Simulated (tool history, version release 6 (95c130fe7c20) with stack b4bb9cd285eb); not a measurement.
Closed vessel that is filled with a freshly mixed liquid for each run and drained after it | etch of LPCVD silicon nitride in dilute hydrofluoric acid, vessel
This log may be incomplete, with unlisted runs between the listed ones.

| run | hour | temperature setpoint of the liquid (K) | parts of water to one part of 49 % hydrofluoric acid (parts by volume) | time in the liquid (s) | thickness taken off the LPCVD silicon nitride on a monitor wafer (angstrom) |
|---|---|---|---|---|---|
| 1 | 0.0 | 297.15 | 250 | 2920 | 47.007 |
| 2 | 8.3 | 297.15 | 200 | 2920 | 57.233 |
| 3 | 15.9 | 298.15 | 185 | 2925 | 69.510 |
| 4 | 19.2 | 298.15 | 145 | 2925 | 86.681 |
| 5 | 26.2 | 298.65 | 145 | 2925 | 91.301 |
| 6 | 34.2 | 299.15 | 145 | 2925 | 92.176 |
| 7 | 37.6 | 299.65 | 145 | 2925 | 94.504 |
| 8 | 38.9 | 300.15 | 140 | 2925 | 101.180 |
| 9 | 44.9 | 300.65 | 140 | 2925 | 103.970 |
| 10 | 45.5 | 301.15 | 140 | 2925 | 109.840 |

What will run 11 give?
| 11 | 53.0 | 301.65 | 140 | 2925 | ? |

thickness taken off the LPCVD silicon nitride on a monitor wafer (angstrom): 110.660

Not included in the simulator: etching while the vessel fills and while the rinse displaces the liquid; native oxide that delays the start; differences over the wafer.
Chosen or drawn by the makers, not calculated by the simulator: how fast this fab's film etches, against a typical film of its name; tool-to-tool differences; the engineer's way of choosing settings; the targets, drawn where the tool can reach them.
